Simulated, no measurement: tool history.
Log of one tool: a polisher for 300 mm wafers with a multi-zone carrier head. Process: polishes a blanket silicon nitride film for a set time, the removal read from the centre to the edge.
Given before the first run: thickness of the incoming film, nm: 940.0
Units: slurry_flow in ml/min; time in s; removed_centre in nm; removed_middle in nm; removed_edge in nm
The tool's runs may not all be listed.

{"run": 1, "hour": 0.0, "slurry_flow": 260, "centre_zone": 1.0, "middle_zone": 1.0, "edge_zone": 1.0, "time": 44, "removed_centre": 44.178, "removed_middle": 45.518, "removed_edge": 46.448}
{"run": 2, "hour": 3.2, "slurry_flow": 260, "centre_zone": 0.99, "middle_zone": 0.99, "edge_zone": 1.03, "time": 45, "removed_centre": 45.262, "removed_middle": 45.986, "removed_edge": 48.364}
{"run": 3, "hour": 9.8, "slurry_flow": 260, "centre_zone": 0.99, "middle_zone": 0.99, "edge_zone": 0.96, "time": 45, "removed_centre": 44.411, "removed_middle": 46.223, "removed_edge": 45.654}
{"run": 4, "hour": 15.2, "slurry_flow": 265, "centre_zone": 0.98, "middle_zone": 0.99, "edge_zone": 1.0, "time": 45, "removed_centre": 45.418, "removed_middle": 45.696, "removed_edge": 47.104}
{"run": 5, "hour": 19.0, "slurry_flow": 220, "centre_zone": 0.98, "middle_zone": 0.99, "edge_zone": 1.0, "time": 45, "removed_centre": 45.741, "removed_middle": 45.299, "removed_edge": 46.863}
{"run": 6, "hour": 24.2, "slurry_flow": 220, "centre_zone": 0.98, "middle_zone": 0.99, "edge_zone": 1.0, "time": 36, "removed_centre": 35.488, "removed_middle": 35.825, "removed_edge": 36.457}
{"run": 7, "hour": 30.7, "slurry_flow": 230, "centre_zone": 0.97, "middle_zone": 0.99, "edge_zone": 1.03, "time": 38, "removed_centre": 37.747, "removed_middle": 39.009, "removed_edge": 39.82}
{"run": 8, "hour": 32.2, "slurry_flow": 245, "centre_zone": 0.96, "middle_zone": 0.98, "edge_zone": 1.05, "time": 39, "removed_centre": 37.991, "removed_middle": 38.697, "removed_edge": 41.861}
{"run": 9, "hour": 38.3, "slurry_flow": 255, "centre_zone": 0.96, "middle_zone": 0.99, "edge_zone": 1.07, "time": 40, "removed_centre": 38.17, "removed_middle": 40.751, "removed_edge": 43.131}
{"run": 10, "hour": 43.0, "slurry_flow": 265, "centre_zone": 0.96, "middle_zone": 0.99, "edge_zone": 1.09, "time": 41, "removed_centre": 40.514, "removed_middle": 42.166, "removed_edge": 45.41}

The next listed run, before its measurement:
{"run": 11, "hour": 50.2, "slurry_flow": 275, "centre_zone": 0.95, "middle_zone": 0.99, "edge_zone": 1.11, "time": 42, "removed_centre": "?", "removed_middle": "?", "removed_edge": "?"}

removed_centre: 41.113 nm
removed_middle: 43.096 nm
removed_edge: 46.745 nm

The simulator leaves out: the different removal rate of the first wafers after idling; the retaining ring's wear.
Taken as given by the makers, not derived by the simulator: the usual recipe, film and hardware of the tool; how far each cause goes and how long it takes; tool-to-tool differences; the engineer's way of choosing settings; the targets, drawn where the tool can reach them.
